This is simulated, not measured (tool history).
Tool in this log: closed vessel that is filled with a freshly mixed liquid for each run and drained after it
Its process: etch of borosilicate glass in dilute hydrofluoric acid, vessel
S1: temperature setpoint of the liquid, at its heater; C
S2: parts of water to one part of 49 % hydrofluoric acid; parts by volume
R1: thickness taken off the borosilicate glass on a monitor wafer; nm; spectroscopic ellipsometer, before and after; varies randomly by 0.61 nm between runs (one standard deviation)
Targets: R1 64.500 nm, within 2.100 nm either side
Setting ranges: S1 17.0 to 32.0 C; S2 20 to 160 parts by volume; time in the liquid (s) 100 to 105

Run 1, hour 0.0: S1 24.0 C, S2 90 parts by volume, time in the liquid (s) 100. Result: R1 42.655 nm.
Run 2, hour 6.1: S1 24.5 C, S2 90 parts by volume, time in the liquid (s) 100. Result: R1 43.427 nm.
Run 3, hour 11.0: S1 25.0 C, S2 90 parts by volume, time in the liquid (s) 100. Result: R1 45.376 nm.
Run 4, hour 13.3: S1 25.5 C, S2 90 parts by volume, time in the liquid (s) 100. Result: R1 45.623 nm.
Run 5, hour 19.9: S1 25.5 C, S2 70 parts by volume, time in the liquid (s) 100. Result: R1 60.170 nm.
Run 6, hour 26.5: S1 25.5 C, S2 95 parts by volume, time in the liquid (s) 100. Result: R1 43.135 nm.
Run 7, hour 33.1: S1 26.0 C, S2 95 parts by volume, time in the liquid (s) 100. Result: R1 43.438 nm.
Run 8, hour 37.4: S1 26.5 C, S2 95 parts by volume, time in the liquid (s) 100. Result: R1 44.584 nm.
Run 9, hour 43.6: S1 27.0 C, S2 95 parts by volume, time in the liquid (s) 100. Result: R1 45.422 nm.
Run 10, hour 49.3: S1 27.5 C, S2 95 parts by volume, time in the liquid (s) 100. Result: R1 46.519 nm.
Run 11, hour 58.0: S1 28.0 C, S2 95 parts by volume, time in the liquid (s) 100. Result: R1 46.302 nm.
Run 12, hour 62.0: S1 28.5 C, S2 95 parts by volume, time in the liquid (s) 100. Result: R1 47.026 nm.
Run 13, hour 70.2: S1 29.0 C, S2 95 parts by volume, time in the liquid (s) 100. Result: R1 48.644 nm.
Run 14, hour 74.2: S1 29.5 C, S2 95 parts by volume, time in the liquid (s) 100. Result: R1 49.261 nm.
Run 15, hour 80.6: S1 32.0 C, S2 75 parts by volume, time in the liquid (s) 100. Result: R1 70.978 nm.
Run 16, hour 88.9: S1 30.5 C, S2 75 parts by volume, time in the liquid (s) 100. Result: R1 67.460 nm.

Which single option among these 5 for the next run brings every result within its allowed miss of target? Just one does.
Run A, hour 97.2: S1 31.5 C, S2 80 parts by volume, time in the liquid (s) 100. Result: R1 ?.
Run B, hour 97.2: S1 29.5 C, S2 80 parts by volume, time in the liquid (s) 100. Result: R1 ?.
Run C, hour 97.2: S1 31.5 C, S2 85 parts by volume, time in the liquid (s) 100. Result: R1 ?.
Run D, hour 97.2: S1 26.0 C, S2 75 parts by volume, time in the liquid (s) 105. Result: R1 ?.
Run E, hour 97.2: S1 30.0 C, S2 85 parts by volume, time in the liquid (s) 105. Result: R1 ?.

move      R1
   A  65.458
   B  60.668
   C  61.145
   D  59.691
   E  60.668
A: all results in spec
B: the result that was furthest off in the last run now lies on the other side of its target
C: the result that was furthest off in the last run now lies on the other side of its target
D: the result that was furthest off in the last run now lies on the other side of its target
E: the result that was furthest off in the last run now lies on the other side of its target
Go with A: it meets all targets.
